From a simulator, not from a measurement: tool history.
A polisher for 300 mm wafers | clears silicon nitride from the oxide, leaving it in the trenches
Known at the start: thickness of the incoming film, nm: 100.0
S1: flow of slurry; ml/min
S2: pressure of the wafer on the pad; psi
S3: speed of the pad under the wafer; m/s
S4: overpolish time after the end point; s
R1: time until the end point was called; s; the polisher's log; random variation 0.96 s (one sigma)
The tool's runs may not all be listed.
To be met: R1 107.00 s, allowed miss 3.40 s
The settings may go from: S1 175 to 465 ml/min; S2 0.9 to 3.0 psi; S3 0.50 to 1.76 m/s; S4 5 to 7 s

| run | hour | S1 | S2 | S3 | S4 | R1 |
|---|---|---|---|---|---|---|
| 1 | 0.0 | 295 | 1.9 | 1.12 | 7 | 184.16 |
| 2 | 2.6 | 295 | 2.2 | 1.12 | 7 | 157.45 |
| 3 | 3.7 | 295 | 2.2 | 1.12 | 5 | 160.14 |
| 4 | 11.1 | 295 | 1.9 | 1.12 | 5 | 183.66 |
| 5 | 16.6 | 295 | 2.2 | 1.12 | 5 | 157.97 |
| 6 | 21.2 | 330 | 2.2 | 1.12 | 5 | 157.36 |
| 7 | 27.5 | 330 | 2.2 | 1.12 | 5 | 154.82 |
|  | 31.9 | head pressure recalibrated |
| 8 | 31.9 | 345 | 2.4 | 1.12 | 5 | 133.15 |
| 9 | 39.4 | 370 | 2.5 | 1.12 | 5 | 130.13 |
| 10 | 44.4 | 370 | 2.6 | 1.12 | 5 | 122.75 |
| 11 | 48.6 | 375 | 2.7 | 1.12 | 5 | 118.57 |
| 12 | 55.2 | 385 | 2.8 | 1.12 | 5 | 114.37 |
| 13 | 63.5 | 395 | 2.8 | 1.12 | 5 | 113.04 |

Which of these 4 next moves meets every target?
| A | 71.8 | 395 | 2.9 | 1.16 | 5 | ? |
| B | 71.8 | 415 | 2.8 | 1.10 | 5 | ? |
| C | 71.8 | 405 | 2.8 | 1.10 | 5 | ? |
| D | 71.8 | 345 | 3.0 | 1.00 | 7 | ? |

| move | R1 |
|---|---|
| A | 105.93 |
| B | 115.05 |
| C | 115.24 |
| D | 119.49 |
A: meets every target
B: further off than the last run
C: further off than the last run
D: further off than the last run
The right move is A.
